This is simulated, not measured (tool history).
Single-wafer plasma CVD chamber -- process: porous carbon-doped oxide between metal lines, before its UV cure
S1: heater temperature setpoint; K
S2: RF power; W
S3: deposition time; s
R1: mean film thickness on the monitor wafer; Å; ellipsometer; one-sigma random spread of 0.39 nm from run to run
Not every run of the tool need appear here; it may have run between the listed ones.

run    day      S1   S2    S3      R1
  1  0.000  588.15  385  42.6  1607.1
  2  0.225  592.15  380  42.6  1556.5
  3  0.396  592.15  380  40.6  1483.4
  4  0.683  594.15  380  40.6  1467.7
  5  0.954  595.15  380  40.6  1463.1
  6  1.250  595.15  380  42.6  1527.4
  7  1.396  598.15  380  42.6  1514.4

What does the tool deliver on the next run?
  8  1.492  600.15  375  42.6   ?

{"run 8": {"R1": 1487.4}}

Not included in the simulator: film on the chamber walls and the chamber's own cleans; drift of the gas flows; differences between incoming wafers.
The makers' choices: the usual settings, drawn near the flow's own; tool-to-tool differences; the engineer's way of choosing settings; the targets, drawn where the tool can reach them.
